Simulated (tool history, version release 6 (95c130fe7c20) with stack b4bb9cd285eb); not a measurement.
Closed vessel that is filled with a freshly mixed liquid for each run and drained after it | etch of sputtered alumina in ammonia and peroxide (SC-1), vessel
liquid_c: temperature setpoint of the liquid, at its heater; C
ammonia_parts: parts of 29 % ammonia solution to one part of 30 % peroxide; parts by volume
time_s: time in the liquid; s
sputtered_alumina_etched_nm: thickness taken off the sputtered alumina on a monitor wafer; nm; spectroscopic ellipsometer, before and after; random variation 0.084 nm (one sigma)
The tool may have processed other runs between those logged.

run	hour	liquid_c	ammonia_parts	time_s	sputtered_alumina_etched_nm
1	0.0	50.0	0.5	625	42.206
2	8.2	55.5	0.5	625	56.943
3	15.3	52.0	0.5	625	47.004
4	17.4	49.5	0.5	625	40.867
5	24.5	47.5	0.5	625	36.803
6	26.2	46.0	0.5	625	33.777

Run 7 has not been measured yet. What should we expect?
7	32.4	45.0	0.5	625	?

For run 7 the tool returned sputtered_alumina_etched_nm 31.981 nm.
